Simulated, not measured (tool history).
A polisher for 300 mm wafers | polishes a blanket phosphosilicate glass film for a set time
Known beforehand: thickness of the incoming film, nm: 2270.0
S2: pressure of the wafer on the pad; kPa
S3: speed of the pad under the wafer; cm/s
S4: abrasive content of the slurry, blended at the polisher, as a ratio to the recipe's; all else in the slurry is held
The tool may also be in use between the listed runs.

{"run": 1, "hour": 0.0, "flow of slurry (ml/min)": 270, "S2": 15.2, "S3": 92, "S4": 1, "polishing time (s)": 57, "film removed (angstrom)": 2700.2}
{"run": 2, "hour": 2.1, "flow of slurry (ml/min)": 335, "S2": 15.2, "S3": 92, "S4": 1, "polishing time (s)": 57, "film removed (angstrom)": 2791.6}
{"run": 3, "hour": 10.6, "flow of slurry (ml/min)": 340, "S2": 16.5, "S3": 92, "S4": 1, "polishing time (s)": 57, "film removed (angstrom)": 3005.1}
{"run": 4, "hour": 13.6, "flow of slurry (ml/min)": 340, "S2": 16.5, "S3": 80, "S4": 1, "polishing time (s)": 57, "film removed (angstrom)": 2723}
{"run": 5, "hour": 21.5, "flow of slurry (ml/min)": 340, "S2": 16.5, "S3": 66, "S4": 1, "polishing time (s)": 57, "film removed (angstrom)": 2289.2}
{"run": 6, "hour": 22.2, "flow of slurry (ml/min)": 340, "S2": 18.6, "S3": 68, "S4": 1, "polishing time (s)": 57, "film removed (angstrom)": 2642}
{"run": 7, "hour": 29.7, "flow of slurry (ml/min)": 345, "S2": 22.8, "S3": 76, "S4": 1, "polishing time (s)": 57, "film removed (angstrom)": 3508.4}

Run 8, settings as shown, results not yet in. Your forecast:
{"run": 8, "hour": 32.2, "flow of slurry (ml/min)": 345, "S2": 23.4, "S3": 78, "S4": 1, "polishing time (s)": 57, "film removed (angstrom)": "?"}

film removed (angstrom): 3691.5
